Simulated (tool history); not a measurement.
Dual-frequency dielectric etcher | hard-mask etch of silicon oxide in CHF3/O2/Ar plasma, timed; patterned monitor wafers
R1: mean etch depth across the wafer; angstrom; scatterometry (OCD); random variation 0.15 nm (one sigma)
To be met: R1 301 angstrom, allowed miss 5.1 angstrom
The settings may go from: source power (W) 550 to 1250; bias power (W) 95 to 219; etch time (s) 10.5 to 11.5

Run 1, hour 0: source power (W) 900, bias power (W) 157, etch time (s) 11.5. Result: R1 276.61 angstrom.
Run 2, hour 2.8: source power (W) 840, bias power (W) 157, etch time (s) 11.5. Result: R1 269.04 angstrom.
Run 3, hour 8.9: source power (W) 880, bias power (W) 158, etch time (s) 11.5. Result: R1 275.36 angstrom.
Run 4, hour 16.3: source power (W) 880, bias power (W) 158, etch time (s) 11.5. Result: R1 272.94 angstrom.
Run 5, hour 16.9: source power (W) 880, bias power (W) 144, etch time (s) 11.5. Result: R1 267.98 angstrom.
Run 6, hour 17.9: source power (W) 920, bias power (W) 145, etch time (s) 11.5. Result: R1 275.17 angstrom.
Run 7, hour 18.5: source power (W) 950, bias power (W) 146, etch time (s) 11.5. Result: R1 277 angstrom.
Run 8, hour 20.4: source power (W) 980, bias power (W) 147, etch time (s) 11.5. Result: R1 280.9 angstrom.
Run 9, hour 23.3: source power (W) 1010, bias power (W) 148, etch time (s) 11.5. Result: R1 283.37 angstrom.
Run 10, hour 30.1: source power (W) 1040, bias power (W) 149, etch time (s) 11.5. Result: R1 287.33 angstrom.
Run 11, hour 38.6: source power (W) 1060, bias power (W) 150, etch time (s) 11.5. Result: R1 290.74 angstrom.
Run 12, hour 44.9: source power (W) 1070, bias power (W) 151, etch time (s) 11.5. Result: R1 293.48 angstrom.
Run 13, hour 50.8: source power (W) 1080, bias power (W) 151, etch time (s) 11.5. Result: R1 293.74 angstrom.

Which of these 5 next moves meets every target?
Run A, hour 56.7: source power (W) 1080, bias power (W) 150, etch time (s) 11. Result: R1 ?.
Run B, hour 56.7: source power (W) 1160, bias power (W) 146, etch time (s) 11.5. Result: R1 ?.
Run C, hour 56.7: source power (W) 1090, bias power (W) 146, etch time (s) 11.5. Result: R1 ?.
Run D, hour 56.7: source power (W) 1090, bias power (W) 181, etch time (s) 10.5. Result: R1 ?.
Run E, hour 56.7: source power (W) 1060, bias power (W) 134, etch time (s) 11.5. Result: R1 ?.

move      R1
   A  281.75
   B  300.71
   C  293.88
   D  281.36
   E  285.78
A: further off than the last run
B: meets every target
C: as far off as the last run
D: further off than the last run
E: further off than the last run
Move B is the one to make.

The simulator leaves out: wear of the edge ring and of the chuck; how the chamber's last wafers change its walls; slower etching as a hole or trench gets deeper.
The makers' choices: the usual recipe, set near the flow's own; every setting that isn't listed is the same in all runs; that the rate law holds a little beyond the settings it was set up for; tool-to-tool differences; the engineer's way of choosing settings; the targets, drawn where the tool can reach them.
